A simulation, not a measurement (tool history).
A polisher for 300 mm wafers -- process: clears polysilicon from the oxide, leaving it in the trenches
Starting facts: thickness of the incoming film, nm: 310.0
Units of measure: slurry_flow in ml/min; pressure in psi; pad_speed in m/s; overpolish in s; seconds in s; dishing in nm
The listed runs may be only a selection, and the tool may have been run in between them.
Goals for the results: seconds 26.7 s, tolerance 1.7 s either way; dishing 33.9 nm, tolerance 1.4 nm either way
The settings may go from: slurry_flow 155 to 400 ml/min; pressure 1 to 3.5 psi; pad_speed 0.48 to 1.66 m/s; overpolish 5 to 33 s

| run | hour | slurry_flow | pressure | pad_speed | overpolish | seconds | dishing |
|---|---|---|---|---|---|---|---|
| 1 | 0 | 255 | 2.2 | 1.06 | 17 | 23.083 | 52.766 |
| 2 | 8.7 | 260 | 2.1 | 1.06 | 15 | 23.619 | 51.58 |
| 3 | 9.6 | 260 | 1.7 | 1.06 | 15 | 28.97 | 50.614 |
| 4 | 17.4 | 260 | 1.4 | 1.06 | 15 | 32.996 | 48.092 |
| 5 | 18.6 | 240 | 1.3 | 1.14 | 13 | 33.385 | 47.124 |
| 6 | 23.9 | 190 | 1.3 | 1.14 | 13 | 35.312 | 45.792 |
| 7 | 25.8 | 185 | 1.2 | 1.24 | 11 | 34.703 | 44.008 |
| 8 | 28.5 | 180 | 1.2 | 1.32 | 10 | 32.609 | 43.761 |
| 9 | 30.1 | 175 | 1.2 | 1.4 | 9 | 30.491 | 41.958 |
| 10 | 30.8 | 170 | 1.2 | 1.46 | 8 | 29.858 | 40.297 |

Which single option among these 4 for the next run brings every result within its allowed miss of target? Just one does.
| A | 31.5 | 185 | 1.3 | 1.56 | 5 | ? | ? |
| B | 31.5 | 250 | 1.5 | 0.94 | 19 | ? | ? |
| C | 31.5 | 160 | 1 | 1.6 | 5 | ? | ? |
| D | 31.5 | 200 | 1.6 | 1.14 | 16 | ? | ? |

| move | seconds | dishing |
|---|---|---|
| A | 25.829 | 34.197 |
| B | 34.448 | 50.583 |
| C | 31.37 | 30.387 |
| D | 28.646 | 50.689 |
A: in spec on every target
B: misses by more than the last run did
C: takes the biggest miss from the last run beyond its target
D: misses by more than the last run did
A is the move that brings every result within its allowed miss.
